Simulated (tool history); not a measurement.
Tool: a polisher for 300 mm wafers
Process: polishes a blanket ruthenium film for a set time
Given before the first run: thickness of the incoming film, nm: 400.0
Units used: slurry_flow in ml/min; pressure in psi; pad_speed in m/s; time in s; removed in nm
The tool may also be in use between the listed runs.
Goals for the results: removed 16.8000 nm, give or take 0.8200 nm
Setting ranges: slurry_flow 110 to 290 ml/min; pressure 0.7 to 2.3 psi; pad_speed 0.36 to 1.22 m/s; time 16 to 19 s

run 1 day=0.000 | slurry_flow=185 pressure=1.5 pad_speed=0.78 time=19 | removed=10.6250
run 2 day=0.271 | slurry_flow=185 pressure=1.9 pad_speed=0.78 time=19 | removed=13.1420
run 3 day=0.512 | slurry_flow=185 pressure=1.9 pad_speed=0.68 time=19 | removed=11.3110
run 4 day=0.696 | slurry_flow=185 pressure=1.6 pad_speed=0.68 time=19 | removed=9.9795
run 5 day=0.738 | slurry_flow=185 pressure=1.6 pad_speed=0.68 time=16 | removed=8.4432
run 6 day=0.767 | slurry_flow=185 pressure=1.8 pad_speed=0.68 time=16 | removed=9.4106
run 7 day=0.979 | slurry_flow=185 pressure=2.0 pad_speed=0.76 time=16 | removed=11.2070
run 8 day=1.292 | slurry_flow=185 pressure=2.1 pad_speed=0.84 time=16 | removed=12.7690
run 9 day=1.621 | slurry_flow=185 pressure=2.2 pad_speed=0.90 time=16 | removed=14.1520
run 10 day=1.896 | slurry_flow=185 pressure=2.2 pad_speed=0.94 time=16 | removed=14.6360

Pick the move, out of 4, that brings all results within their allowed miss; only one does.
run A day=2.171 | slurry_flow=225 pressure=2.0 pad_speed=1.20 time=17 | removed=?
run B day=2.171 | slurry_flow=215 pressure=2.3 pad_speed=0.68 time=18 | removed=?
run C day=2.171 | slurry_flow=210 pressure=1.7 pad_speed=0.90 time=18 | removed=?
run D day=2.171 | slurry_flow=175 pressure=2.3 pad_speed=0.86 time=19 | removed=?

move=A removed=18.4530
move=B removed=13.0200
move=C removed=12.9120
move=D removed=16.6600
A: moves the result that the last run missed by most past its target, out the other side
B: moves away from the targets compared with the last run
C: moves away from the targets compared with the last run
D: each result inside its tolerance
Move D is the one to make.

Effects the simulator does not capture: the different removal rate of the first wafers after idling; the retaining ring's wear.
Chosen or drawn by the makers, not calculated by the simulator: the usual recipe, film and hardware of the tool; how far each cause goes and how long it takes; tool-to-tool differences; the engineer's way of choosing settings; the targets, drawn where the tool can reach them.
